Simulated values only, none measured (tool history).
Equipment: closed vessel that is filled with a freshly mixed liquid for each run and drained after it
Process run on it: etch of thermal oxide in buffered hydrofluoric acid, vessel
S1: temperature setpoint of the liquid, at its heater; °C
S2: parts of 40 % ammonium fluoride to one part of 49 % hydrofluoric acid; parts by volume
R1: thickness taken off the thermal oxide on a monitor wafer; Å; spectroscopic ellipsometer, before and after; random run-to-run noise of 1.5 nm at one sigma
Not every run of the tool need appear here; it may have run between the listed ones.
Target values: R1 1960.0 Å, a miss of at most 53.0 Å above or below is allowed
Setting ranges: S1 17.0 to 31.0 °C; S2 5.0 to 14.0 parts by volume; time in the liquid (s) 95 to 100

run 1 hour=0.0 | S1=23.0 S2=8.5 time_in_the_liquid_(s)=95 | R1=1111.0
run 2 hour=6.1 | S1=23.0 S2=7.0 time_in_the_liquid_(s)=95 | R1=1364.6
run 3 hour=13.7 | S1=19.5 S2=7.0 time_in_the_liquid_(s)=95 | R1=1112.8
run 4 hour=17.2 | S1=21.5 S2=7.0 time_in_the_liquid_(s)=95 | R1=1266.4
run 5 hour=25.1 | S1=21.5 S2=7.0 time_in_the_liquid_(s)=95 | R1=1251.2
run 6 hour=26.8 | S1=21.5 S2=7.0 time_in_the_liquid_(s)=95 | R1=1260.4
run 7 hour=31.5 | S1=23.0 S2=7.0 time_in_the_liquid_(s)=95 | R1=1380.2
run 8 hour=36.5 | S1=24.0 S2=7.0 time_in_the_liquid_(s)=95 | R1=1441.7
run 9 hour=40.2 | S1=24.0 S2=7.0 time_in_the_liquid_(s)=95 | R1=1422.5
run 10 hour=43.6 | S1=25.0 S2=7.0 time_in_the_liquid_(s)=95 | R1=1523.6
run 11 hour=50.0 | S1=26.0 S2=7.0 time_in_the_liquid_(s)=95 | R1=1624.5
run 12 hour=51.1 | S1=26.5 S2=7.0 time_in_the_liquid_(s)=95 | R1=1654.0
run 13 hour=54.7 | S1=27.0 S2=7.0 time_in_the_liquid_(s)=95 | R1=1707.7
run 14 hour=62.5 | S1=27.5 S2=7.0 time_in_the_liquid_(s)=95 | R1=1741.8
run 15 hour=68.3 | S1=28.0 S2=7.0 time_in_the_liquid_(s)=95 | R1=1787.9
run 16 hour=72.2 | S1=28.5 S2=7.0 time_in_the_liquid_(s)=95 | R1=1832.1
run 17 hour=78.6 | S1=29.0 S2=7.0 time_in_the_liquid_(s)=95 | R1=1891.8

Which one of the following 4 next-run settings gets every result inside its allowed miss? There is exactly one.
run A hour=85.0 | S1=27.5 S2=7.0 time_in_the_liquid_(s)=100 | R1=?
run B hour=85.0 | S1=28.0 S2=7.0 time_in_the_liquid_(s)=95 | R1=?
run C hour=85.0 | S1=28.5 S2=6.5 time_in_the_liquid_(s)=95 | R1=?
run D hour=85.0 | S1=28.5 S2=7.0 time_in_the_liquid_(s)=95 | R1=?

move=A R1=1845.2
move=B R1=1800.2
move=C R1=1971.1
move=D R1=1848.5
A: misses by more than the last run did
B: misses by more than the last run did
C: every result lands within tolerance
D: misses by more than the last run did
Answer: C
